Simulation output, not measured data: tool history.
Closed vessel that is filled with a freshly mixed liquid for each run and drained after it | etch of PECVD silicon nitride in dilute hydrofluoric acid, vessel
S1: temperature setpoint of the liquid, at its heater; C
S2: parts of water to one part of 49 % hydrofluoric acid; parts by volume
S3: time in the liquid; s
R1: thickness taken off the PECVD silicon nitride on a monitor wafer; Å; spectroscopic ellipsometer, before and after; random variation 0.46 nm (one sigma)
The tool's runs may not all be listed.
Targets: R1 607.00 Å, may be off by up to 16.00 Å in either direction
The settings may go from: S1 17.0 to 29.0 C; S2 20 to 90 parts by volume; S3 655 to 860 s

run,hour,S1,S2,S3,R1
1,0.0,21.0,50,860,260.60
2,2.7,19.5,50,860,236.22
3,6.6,22.0,45,860,308.35
4,11.3,22.0,50,860,276.79
5,18.7,22.0,50,860,278.30
6,24.0,24.0,45,860,357.66
7,28.6,25.5,45,860,390.37
8,36.4,26.5,40,860,470.54
9,40.0,27.0,40,860,486.74
10,43.9,27.5,40,860,503.49
11,50.2,28.0,40,860,515.30
12,57.9,28.5,40,860,532.32
13,65.8,29.0,35,860,634.17

5 candidate next runs follow, results not yet known. Just one meets every target within its allowed miss. Identify it.
A,73.7,29.0,30,775,?
B,73.7,28.5,30,795,?
C,73.7,29.0,35,830,?
D,73.7,28.0,30,830,?
E,73.7,28.0,30,720,?

move,R1
A,651.55
B,646.71
C,600.41
D,653.24
E,566.66
A: its largest miss is bigger than the last run's
B: its largest miss is bigger than the last run's
C: all results land within tolerance of their targets
D: its largest miss is bigger than the last run's
E: carries the result that was furthest off beyond its target, to the other side
Move C is the one to make.
